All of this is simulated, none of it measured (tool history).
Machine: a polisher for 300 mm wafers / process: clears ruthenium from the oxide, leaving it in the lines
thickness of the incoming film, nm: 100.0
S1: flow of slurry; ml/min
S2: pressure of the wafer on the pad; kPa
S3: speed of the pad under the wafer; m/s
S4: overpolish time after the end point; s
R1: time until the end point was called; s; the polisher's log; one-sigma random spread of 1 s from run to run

run	hour	S1	S2	S3	S4	R1
1	0.0	240	14.5	1.12	4	82.058
2	1.0	240	15.9	1.12	4	71.784
3	8.9	240	16.5	1.12	4	67.820
4	13.3	275	16.5	1.12	4	67.715
5	17.4	275	17.9	1.14	4	63.808
6	22.2	275	17.9	0.86	4	80.101

The next listed run, before its measurement:
7	27.7	275	18.6	0.88	4	?

{"run 7": {"R1": 76.475}}
